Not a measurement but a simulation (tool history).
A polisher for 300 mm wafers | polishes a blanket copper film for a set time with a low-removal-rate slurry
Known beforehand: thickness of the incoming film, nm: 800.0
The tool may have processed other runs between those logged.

run  hour  flow of slurry (ml/min)  pressure of the wafer on the pad (kPa)  speed of the pad under the wafer (cm/s)  abrasive content of the slurry  polishing time (s)  film removed (angstrom)
  1     0                      255                                    15.9                                      126                               1                 101                   2531.8
  2   5.9                      250                                    14.5                                      126                               1                 101                   2349.8
  3   7.9                      250                                    13.1                                      126                               1                 101                   2150.8
  4  16.1                      270                                    13.1                                      126                               1                 101                   2187.5
  5  23.7                      255                                    12.4                                      126                               1                 101                   2093.9
  6  25.7                      250                                    11.7                                      126                               1                 101                   1993.8
  7  29.3                      240                                      11                                      126                               1                 101                   1891.4

Predict the results of run 8:
  8  35.8                      230                                      11                                      126                               1                 101                        ?

film removed (angstrom): 1868
